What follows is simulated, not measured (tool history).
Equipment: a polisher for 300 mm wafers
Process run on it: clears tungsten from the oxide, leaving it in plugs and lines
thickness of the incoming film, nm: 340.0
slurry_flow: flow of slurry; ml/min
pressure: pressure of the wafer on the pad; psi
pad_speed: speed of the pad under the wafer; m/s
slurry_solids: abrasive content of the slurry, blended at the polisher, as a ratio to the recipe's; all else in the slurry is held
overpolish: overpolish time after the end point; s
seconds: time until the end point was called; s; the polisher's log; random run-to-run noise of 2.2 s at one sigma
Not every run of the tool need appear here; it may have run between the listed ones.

run	hour	slurry_flow	pressure	pad_speed	slurry_solids	overpolish	seconds
1	0.0	265	2.5	1.42	1.0	19	80.466
2	7.9	265	2.5	1.42	0.9	19	83.327
3	16.4	290	2.5	1.42	0.9	19	81.718
4	19.3	355	2.5	1.42	0.9	19	80.014
5	19.9	355	2.5	1.54	0.9	19	72.368
6	24.4	355	2.3	1.52	0.9	19	82.043
7	31.0	355	2.2	1.52	0.9	19	84.244

Predict the results of run 8:
8	38.9	355	2.1	1.50	0.9	19	?

Run 8 measured seconds 87.996 s.
